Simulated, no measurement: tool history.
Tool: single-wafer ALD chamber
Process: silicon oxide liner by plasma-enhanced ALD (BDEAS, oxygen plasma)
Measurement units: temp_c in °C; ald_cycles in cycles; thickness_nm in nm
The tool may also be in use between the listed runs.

run  hour  temp_c  ald_cycles  thickness_nm
  1   0.0     320          41        3.7051
  2   5.9     330          41        3.6585
  3  13.9     330          46        4.0988
  4  20.8     337          46        4.0685
  5  24.4     327          46        4.1120
  6  29.8     327          44        3.9296
  7  35.9     327          42        3.7177
  8  43.2     328          41        3.6670
  9  45.0     328          40        3.5724
 10  50.6     328          39        3.4946

Run 11 is up next; what results do you expect?
 11  56.9     328          38             ?

{"run 11": {"thickness_nm": 3.377}}
